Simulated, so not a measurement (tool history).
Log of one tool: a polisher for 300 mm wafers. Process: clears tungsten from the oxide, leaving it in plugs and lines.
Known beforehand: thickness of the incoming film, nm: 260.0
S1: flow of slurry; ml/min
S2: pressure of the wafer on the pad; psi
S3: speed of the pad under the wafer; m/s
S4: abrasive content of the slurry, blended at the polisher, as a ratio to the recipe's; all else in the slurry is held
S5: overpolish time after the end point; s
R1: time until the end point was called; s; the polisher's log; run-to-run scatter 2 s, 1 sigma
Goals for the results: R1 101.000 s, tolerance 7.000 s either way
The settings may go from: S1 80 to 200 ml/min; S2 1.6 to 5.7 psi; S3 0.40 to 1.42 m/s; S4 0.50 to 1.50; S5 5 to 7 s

Run 1, hour 0.0: S1 130 ml/min, S2 3.6 psi, S3 0.90 m/s, S4 1.00, S5 7 s. Result: R1 48.883 s.
Run 2, hour 7.6: S1 130 ml/min, S2 3.4 psi, S3 0.88 m/s, S4 1.00, S5 7 s. Result: R1 53.516 s.
Run 3, hour 14.3: S1 130 ml/min, S2 3.4 psi, S3 1.12 m/s, S4 1.00, S5 7 s. Result: R1 43.128 s.
Run 4, hour 22.6: S1 130 ml/min, S2 3.4 psi, S3 1.12 m/s, S4 0.90, S5 7 s. Result: R1 43.041 s.
Run 5, hour 27.5: S1 130 ml/min, S2 3.2 psi, S3 1.08 m/s, S4 0.90, S5 7 s. Result: R1 47.436 s.
Run 6, hour 28.9: S1 130 ml/min, S2 3.2 psi, S3 1.08 m/s, S4 0.75, S5 7 s. Result: R1 49.843 s.
Run 7, hour 34.0: S1 130 ml/min, S2 3.0 psi, S3 1.06 m/s, S4 0.75, S5 7 s. Result: R1 53.078 s.
Run 8, hour 36.0: S1 130 ml/min, S2 2.8 psi, S3 1.04 m/s, S4 0.75, S5 7 s. Result: R1 58.960 s.
Run 9, hour 38.2: S1 130 ml/min, S2 2.7 psi, S3 1.02 m/s, S4 0.75, S5 7 s. Result: R1 62.393 s.
Run 10, hour 38.9: S1 130 ml/min, S2 2.6 psi, S3 1.00 m/s, S4 0.75, S5 7 s. Result: R1 66.234 s.
Run 11, hour 44.4: S1 130 ml/min, S2 2.5 psi, S3 1.00 m/s, S4 0.75, S5 7 s. Result: R1 70.423 s.
Run 12, hour 50.6: S1 130 ml/min, S2 2.5 psi, S3 1.00 m/s, S4 0.75, S5 7 s. Result: R1 68.435 s.
Run 13, hour 57.8: S1 130 ml/min, S2 2.4 psi, S3 1.00 m/s, S4 0.75, S5 7 s. Result: R1 74.078 s.
Run 14, hour 59.0: S1 130 ml/min, S2 2.3 psi, S3 1.00 m/s, S4 0.75, S5 7 s. Result: R1 74.020 s.
Run 15, hour 66.2: S1 130 ml/min, S2 2.2 psi, S3 1.00 m/s, S4 0.75, S5 7 s. Result: R1 74.638 s.
Run 16, hour 69.1: S1 130 ml/min, S2 2.1 psi, S3 0.98 m/s, S4 0.75, S5 7 s. Result: R1 80.868 s.
Run 17, hour 75.9: S1 130 ml/min, S2 2.0 psi, S3 0.98 m/s, S4 0.75, S5 7 s. Result: R1 87.595 s.

Next run, 4 choices. One meets every target within its allowed miss, the rest don't. Which?
Run A, hour 82.7: S1 110 ml/min, S2 2.3 psi, S3 0.88 m/s, S4 0.70, S5 7 s. Result: R1 ?.
Run B, hour 82.7: S1 100 ml/min, S2 2.0 psi, S3 0.86 m/s, S4 0.85, S5 7 s. Result: R1 ?.
Run C, hour 82.7: S1 125 ml/min, S2 2.2 psi, S3 0.94 m/s, S4 0.70, S5 7 s. Result: R1 ?.
Run D, hour 82.7: S1 95 ml/min, S2 1.6 psi, S3 0.94 m/s, S4 0.85, S5 5 s. Result: R1 ?.

move       R1
   A   91.101
   B  102.180
   C   86.828
   D  117.070
A: closes in on the targets versus the last run, not all within tolerance yet
B: all results land within tolerance of their targets
C: moves away from the targets compared with the last run
D: takes the result that was furthest off past its target
Answer: B
